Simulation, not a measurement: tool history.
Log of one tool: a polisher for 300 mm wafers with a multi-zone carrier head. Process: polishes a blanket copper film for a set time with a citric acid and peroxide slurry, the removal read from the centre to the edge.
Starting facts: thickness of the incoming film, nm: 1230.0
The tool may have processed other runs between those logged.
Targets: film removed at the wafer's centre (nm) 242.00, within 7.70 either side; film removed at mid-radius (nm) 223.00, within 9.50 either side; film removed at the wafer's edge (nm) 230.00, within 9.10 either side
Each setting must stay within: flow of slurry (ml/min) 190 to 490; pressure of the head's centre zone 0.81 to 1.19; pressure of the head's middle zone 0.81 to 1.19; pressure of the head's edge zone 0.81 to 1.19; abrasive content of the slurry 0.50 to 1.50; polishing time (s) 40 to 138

run,day,flow of slurry (ml/min),pressure of the head's centre zone,pressure of the head's middle zone,pressure of the head's edge zone,abrasive content of the slurry,polishing time (s),film removed at the wafer's centre (nm),film removed at mid-radius (nm),film removed at the wafer's edge (nm)
1,0.000,315,1.00,1.00,1.00,1.00,88,193.15,193.47,193.69
2,0.350,370,1.00,1.00,1.00,1.00,88,197.36,197.35,193.14
3,0.508,370,1.07,1.00,1.00,1.00,88,208.13,200.02,193.55
4,0.533,360,1.09,1.00,1.03,1.10,89,220.81,203.58,204.33
5,0.908,355,1.10,1.02,1.06,1.15,89,224.75,211.26,211.25
6,1.058,355,1.10,1.02,1.06,1.00,89,213.05,201.75,204.63
7,1.254,355,1.12,1.03,1.08,1.05,89,225.40,206.60,201.73
8,1.429,355,1.11,1.02,1.09,1.15,90,225.41,211.44,214.10
9,1.454,355,1.11,1.02,1.09,1.15,90,228.86,209.36,211.68

Which one of the following 5 next-run settings gets every result inside its allowed miss? There is exactly one.
A,1.479,360,1.12,0.92,1.14,1.20,93,?,?,?
B,1.479,330,1.15,1.07,1.19,1.05,95,?,?,?
C,1.479,385,1.14,0.89,1.19,1.15,90,?,?,?
D,1.479,400,1.10,1.12,1.09,1.05,87,?,?,?
E,1.479,365,1.05,0.94,1.18,1.00,105,?,?,?

move,film removed at the wafer's centre (nm),film removed at mid-radius (nm),film removed at the wafer's edge (nm)
A,245.49,204.52,231.75
B,245.78,222.14,231.05
C,240.34,192.08,227.61
D,219.28,214.01,204.74
E,246.62,222.62,252.75
A: brings the last run's worst result on target, with another outside its allowed miss
B: all results in spec
C: brings the last run's worst result on target, with another outside its allowed miss
D: further off than the last run
E: carries the result that was furthest off beyond its target, to the other side
Go with B: it meets all targets.
